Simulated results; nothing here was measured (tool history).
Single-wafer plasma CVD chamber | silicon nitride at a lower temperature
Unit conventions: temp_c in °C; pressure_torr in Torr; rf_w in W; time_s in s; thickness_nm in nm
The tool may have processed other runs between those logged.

{"run": 1, "hour": 0.0, "temp_c": 360, "pressure_torr": 1.16, "rf_w": 255, "time_s": 22.6, "thickness_nm": 19.919}
{"run": 2, "hour": 2.2, "temp_c": 360, "pressure_torr": 1.26, "rf_w": 260, "time_s": 22.6, "thickness_nm": 21.097}
{"run": 3, "hour": 3.6, "temp_c": 360, "pressure_torr": 1.07, "rf_w": 260, "time_s": 22.6, "thickness_nm": 19.464}
{"run": 4, "hour": 6.1, "temp_c": 353, "pressure_torr": 1.07, "rf_w": 260, "time_s": 22.6, "thickness_nm": 19.638}
{"run": 5, "hour": 7.1, "temp_c": 348, "pressure_torr": 1.07, "rf_w": 260, "time_s": 22.6, "thickness_nm": 19.536}
{"run": 6, "hour": 7.7, "temp_c": 348, "pressure_torr": 1.18, "rf_w": 260, "time_s": 22.6, "thickness_nm": 20.476}
{"run": 7, "hour": 15.4, "temp_c": 348, "pressure_torr": 1.26, "rf_w": 260, "time_s": 22.6, "thickness_nm": 21.103}
{"run": 8, "hour": 17.7, "temp_c": 348, "pressure_torr": 1.32, "rf_w": 260, "time_s": 22.6, "thickness_nm": 21.505}
{"run": 9, "hour": 25.1, "temp_c": 348, "pressure_torr": 1.37, "rf_w": 260, "time_s": 22.6, "thickness_nm": 21.662}
{"run": 10, "hour": 30.6, "temp_c": 348, "pressure_torr": 1.42, "rf_w": 260, "time_s": 22.6, "thickness_nm": 22.081}
{"run": 11, "hour": 34.3, "temp_c": 348, "pressure_torr": 1.45, "rf_w": 260, "time_s": 22.6, "thickness_nm": 22.312}
{"run": 12, "hour": 38.3, "temp_c": 348, "pressure_torr": 1.48, "rf_w": 260, "time_s": 22.6, "thickness_nm": 22.496}

Run 13 is up next; what results do you expect?
{"run": 13, "hour": 41.7, "temp_c": 348, "pressure_torr": 1.5, "rf_w": 260, "time_s": 22.6, "thickness_nm": "?"}

Run 13 measured thickness_nm 22.534 nm.
